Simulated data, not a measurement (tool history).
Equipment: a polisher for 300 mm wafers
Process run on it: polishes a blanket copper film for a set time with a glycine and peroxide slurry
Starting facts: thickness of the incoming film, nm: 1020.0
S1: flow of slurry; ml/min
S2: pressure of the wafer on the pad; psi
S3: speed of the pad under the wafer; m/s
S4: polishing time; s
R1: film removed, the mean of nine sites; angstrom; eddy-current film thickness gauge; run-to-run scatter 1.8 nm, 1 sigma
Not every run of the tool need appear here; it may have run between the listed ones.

{"run": 1, "hour": 0.0, "S1": 140, "S2": 3.5, "S3": 0.78, "S4": 37, "R1": 2275}
{"run": 2, "hour": 7.7, "S1": 140, "S2": 2.9, "S3": 0.78, "S4": 37, "R1": 1905.5}
{"run": 3, "hour": 12.8, "S1": 140, "S2": 2.9, "S3": 0.78, "S4": 33, "R1": 1719.2}
{"run": 4, "hour": 18.4, "S1": 140, "S2": 2.6, "S3": 0.78, "S4": 33, "R1": 1592.8}
{"run": 5, "hour": 21.0, "S1": 170, "S2": 2.6, "S3": 0.78, "S4": 33, "R1": 1666.7}
{"run": 6, "hour": 26.6, "S1": 170, "S2": 2.3, "S3": 0.78, "S4": 33, "R1": 1482.8}
{"run": 7, "hour": 28.9, "S1": 170, "S2": 2.3, "S3": 0.78, "S4": 33, "R1": 1459.8}
{"run": 8, "hour": 31.7, "S1": 170, "S2": 2.2, "S3": 0.78, "S4": 33, "R1": 1387.8}
{"run": 9, "hour": 38.8, "S1": 170, "S2": 2.1, "S3": 0.78, "S4": 33, "R1": 1378}
{"run": 10, "hour": 46.9, "S1": 170, "S2": 2, "S3": 0.78, "S4": 33, "R1": 1324.4}
{"run": 11, "hour": 55.6, "S1": 170, "S2": 1.9, "S3": 0.78, "S4": 33, "R1": 1288.9}

The next listed run, before its measurement:
{"run": 12, "hour": 59.8, "S1": 165, "S2": 1.6, "S3": 0.78, "S4": 33, "R1": "?"}

{"run 12": {"R1": 1131.3}}
